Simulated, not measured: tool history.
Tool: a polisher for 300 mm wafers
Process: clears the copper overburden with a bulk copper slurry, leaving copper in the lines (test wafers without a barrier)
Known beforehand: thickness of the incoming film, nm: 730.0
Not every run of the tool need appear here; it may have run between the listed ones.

run  hour  flow of slurry (ml/min)  pressure of the wafer on the pad (psi)  speed of the pad under the wafer (m/s)  abrasive content of the slurry  overpolish time after the end point (s)  time until the end point was called (s)  dishing of a wide line in a test structure (angstrom)
  1     0                      190                                     2.6                                     1.1                               1                                       27                                   95.149                                                   1229
  2   8.1                      190                                     2.6                                    1.32                               1                                       27                                   78.198                                                   1359
  3  13.6                      190                                     2.7                                     1.3                               1                                       30                                   76.808                                                 1469.6
  4    20                      210                                     2.7                                     1.3                               1                                       30                                   78.052                                                 1462.7
  5  24.9                      210                                     2.8                                    1.28                               1                                       32                                   75.602                                                 1522.4
  6  28.6                      210                                     2.8                                    1.44                               1                                       32                                   65.773                                                   1592

What does the tool deliver on the next run?
  7  35.8                      210                                     2.8                                    1.42                               1                                       34                                        ?                                                      ?

{"run 7": {"time until the end point was called (s)": 68.034, "dishing of a wide line in a test structure (angstrom)": 1660}}
